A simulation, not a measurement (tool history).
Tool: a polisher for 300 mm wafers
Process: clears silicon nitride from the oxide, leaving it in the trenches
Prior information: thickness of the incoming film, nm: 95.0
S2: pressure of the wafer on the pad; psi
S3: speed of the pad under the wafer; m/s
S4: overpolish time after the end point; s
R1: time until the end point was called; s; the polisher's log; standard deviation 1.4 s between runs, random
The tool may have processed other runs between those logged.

run 1 hour=0 | flow_of_slurry_(ml/min)=155 S2=1.9 S3=1.16 S4=40 | R1=128.17
run 2 hour=2.6 | flow_of_slurry_(ml/min)=155 S2=1.9 S3=0.94 S4=40 | R1=161.79
run 3 hour=6.9 | flow_of_slurry_(ml/min)=155 S2=1.9 S3=0.66 S4=40 | R1=225.87
run 4 hour=9.8 | flow_of_slurry_(ml/min)=160 S2=2.2 S3=0.7 S4=40 | R1=185.83
run 5 hour=13.9 | flow_of_slurry_(ml/min)=160 S2=2.4 S3=0.74 S4=40 | R1=163.66
run 6 hour=15 | flow_of_slurry_(ml/min)=160 S2=2.7 S3=0.74 S4=40 | R1=144.23
run 7 hour=20.3 | flow_of_slurry_(ml/min)=165 S2=2.8 S3=0.78 S4=40 | R1=130.21

Run 8 has not been measured yet. What should we expect?
run 8 hour=23.4 | flow_of_slurry_(ml/min)=180 S2=3 S3=0.82 S4=40 | R1=?

{"run 8": {"R1": 115.83}}
